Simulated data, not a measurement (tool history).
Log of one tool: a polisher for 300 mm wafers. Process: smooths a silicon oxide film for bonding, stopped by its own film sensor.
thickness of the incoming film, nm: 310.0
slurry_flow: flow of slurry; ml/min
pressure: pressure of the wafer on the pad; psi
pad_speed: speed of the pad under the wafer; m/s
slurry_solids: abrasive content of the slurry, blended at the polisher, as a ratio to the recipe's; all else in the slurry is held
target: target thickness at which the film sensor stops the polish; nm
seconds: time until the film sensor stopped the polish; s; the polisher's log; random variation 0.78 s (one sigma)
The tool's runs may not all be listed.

| run | hour | slurry_flow | pressure | pad_speed | slurry_solids | target | seconds |
|---|---|---|---|---|---|---|---|
| 1 | 0.0 | 270 | 2.7 | 0.94 | 1.00 | 265 | 53.132 |
| 2 | 8.8 | 270 | 2.6 | 0.94 | 1.00 | 265 | 55.156 |
| 3 | 15.3 | 270 | 2.5 | 0.94 | 1.00 | 265 | 55.807 |
| 4 | 20.3 | 220 | 2.5 | 0.94 | 1.00 | 265 | 58.096 |
| 5 | 21.6 | 220 | 2.5 | 0.94 | 0.85 | 265 | 63.149 |
| 6 | 22.6 | 220 | 2.5 | 0.78 | 0.85 | 265 | 73.942 |

The next listed run, before its measurement:
| 7 | 30.8 | 220 | 2.4 | 0.78 | 0.85 | 265 | ? |

Run 7 gave seconds 76.626 s.
